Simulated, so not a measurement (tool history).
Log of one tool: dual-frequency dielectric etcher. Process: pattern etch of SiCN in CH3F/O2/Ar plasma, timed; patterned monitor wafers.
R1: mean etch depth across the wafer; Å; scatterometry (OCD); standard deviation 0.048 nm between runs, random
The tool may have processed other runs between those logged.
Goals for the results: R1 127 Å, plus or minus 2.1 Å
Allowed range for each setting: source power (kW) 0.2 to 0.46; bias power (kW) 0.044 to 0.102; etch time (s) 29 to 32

{"run": 1, "hour": 0.0, "source power (kW)": 0.33, "bias power (kW)": 0.073, "etch time (s)": 32, "R1": 107.26}
{"run": 2, "hour": 7.0, "source power (kW)": 0.35, "bias power (kW)": 0.074, "etch time (s)": 32, "R1": 109.35}
{"run": 3, "hour": 15.3, "source power (kW)": 0.37, "bias power (kW)": 0.076, "etch time (s)": 32, "R1": 114.08}
{"run": 4, "hour": 17.1, "source power (kW)": 0.37, "bias power (kW)": 0.076, "etch time (s)": 32, "R1": 114.99}
{"run": 5, "hour": 19.5, "source power (kW)": 0.38, "bias power (kW)": 0.076, "etch time (s)": 32, "R1": 115.53}
{"run": 6, "hour": 21.4, "source power (kW)": 0.38, "bias power (kW)": 0.084, "etch time (s)": 32, "R1": 120.95}
{"run": 7, "hour": 25.4, "source power (kW)": 0.39, "bias power (kW)": 0.084, "etch time (s)": 32, "R1": 123.06}
{"run": 8, "hour": 30.0, "source power (kW)": 0.4, "bias power (kW)": 0.084, "etch time (s)": 32, "R1": 124.29}

Of the 5 settings listed for the next run, only one would bring every result within its allowed miss of target. Which one?
{"run": "A", "hour": 34.6, "source power (kW)": 0.42, "bias power (kW)": 0.078, "etch time (s)": 32, "R1": "?"}
{"run": "B", "hour": 34.6, "source power (kW)": 0.37, "bias power (kW)": 0.098, "etch time (s)": 30.5, "R1": "?"}
{"run": "C", "hour": 34.6, "source power (kW)": 0.44, "bias power (kW)": 0.085, "etch time (s)": 31, "R1": "?"}
{"run": "D", "hour": 34.6, "source power (kW)": 0.4, "bias power (kW)": 0.083, "etch time (s)": 31, "R1": "?"}
{"run": "E", "hour": 34.6, "source power (kW)": 0.44, "bias power (kW)": 0.081, "etch time (s)": 30.5, "R1": "?"}

move=A R1=123.65
move=B R1=123
move=C R1=127.17
move=D R1=120.37
move=E R1=122.47
A: its largest miss is bigger than the last run's
B: its largest miss is bigger than the last run's
C: each result inside its tolerance
D: its largest miss is bigger than the last run's
E: its largest miss is bigger than the last run's
So the answer is move C, the one that meets all the targets.

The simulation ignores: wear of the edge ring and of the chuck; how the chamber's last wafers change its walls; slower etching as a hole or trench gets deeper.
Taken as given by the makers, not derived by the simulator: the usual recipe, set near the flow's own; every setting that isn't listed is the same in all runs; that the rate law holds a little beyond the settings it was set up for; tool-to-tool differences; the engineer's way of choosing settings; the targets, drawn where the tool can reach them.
